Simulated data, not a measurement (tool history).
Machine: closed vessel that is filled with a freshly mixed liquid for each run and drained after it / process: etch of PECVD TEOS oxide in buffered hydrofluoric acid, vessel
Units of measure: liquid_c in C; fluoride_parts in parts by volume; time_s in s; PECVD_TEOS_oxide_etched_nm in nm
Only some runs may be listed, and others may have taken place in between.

| run | hour | liquid_c | fluoride_parts | time_s | PECVD_TEOS_oxide_etched_nm |
|---|---|---|---|---|---|
| 1 | 0 | 21 | 11 | 90 | 304.57 |
| 2 | 4.4 | 22.5 | 10 | 90 | 359.3 |
| 3 | 6.8 | 24 | 9.5 | 90 | 393.91 |
| 4 | 11.8 | 22 | 9.5 | 90 | 354.28 |
| 5 | 12.5 | 23.5 | 9 | 90 | 404.68 |
| 6 | 15.6 | 23.5 | 11 | 90 | 341.12 |
|  | 22.9 | thermometer replaced |
| 7 | 22.9 | 23.5 | 11 | 90 | 318.1 |
| 8 | 25.3 | 24.5 | 10 | 90 | 366.02 |
| 9 | 33.6 | 25 | 9 | 90 | 402.64 |
| 10 | 39 | 25.5 | 8 | 90 | 464.49 |
| 11 | 41.6 | 26 | 7.5 | 90 | 518.48 |
| 12 | 45.9 | 26.5 | 7.5 | 90 | 522.94 |
| 13 | 46.7 | 27 | 7.5 | 90 | 546.63 |
| 14 | 55.2 | 27.5 | 7.5 | 90 | 554.03 |

Run 15 has not been measured yet. What should we expect?
| 15 | 58 | 28 | 7.5 | 90 | ? |

PECVD_TEOS_oxide_etched_nm: 576.93 nm
